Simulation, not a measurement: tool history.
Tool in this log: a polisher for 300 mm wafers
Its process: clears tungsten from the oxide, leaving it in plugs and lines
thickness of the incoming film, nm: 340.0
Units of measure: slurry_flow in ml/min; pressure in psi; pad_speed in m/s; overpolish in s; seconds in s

run 1 hour=0 | slurry_flow=175 pressure=4.6 pad_speed=1.24 slurry_solids=1 overpolish=14 | seconds=41.176
run 2 hour=5.9 | slurry_flow=175 pressure=3.7 pad_speed=1.24 slurry_solids=1 overpolish=14 | seconds=50.745
run 3 hour=7.9 | slurry_flow=175 pressure=3.7 pad_speed=1.24 slurry_solids=1 overpolish=10 | seconds=51.466
run 4 hour=11.9 | slurry_flow=175 pressure=3.7 pad_speed=1.24 slurry_solids=1 overpolish=14 | seconds=50.379
run 5 hour=17.8 | slurry_flow=175 pressure=4.1 pad_speed=1.24 slurry_solids=1 overpolish=14 | seconds=46.397
run 6 hour=23.5 | slurry_flow=175 pressure=4.1 pad_speed=1.24 slurry_solids=1.1 overpolish=14 | seconds=44.578
run 7 hour=29.7 | slurry_flow=175 pressure=4.5 pad_speed=1.24 slurry_solids=1.1 overpolish=14 | seconds=41.284

For run 8, what comes out?
run 8 hour=34.8 | slurry_flow=175 pressure=4.8 pad_speed=1.24 slurry_solids=1.1 overpolish=14 | seconds=?

seconds: 37.991 s
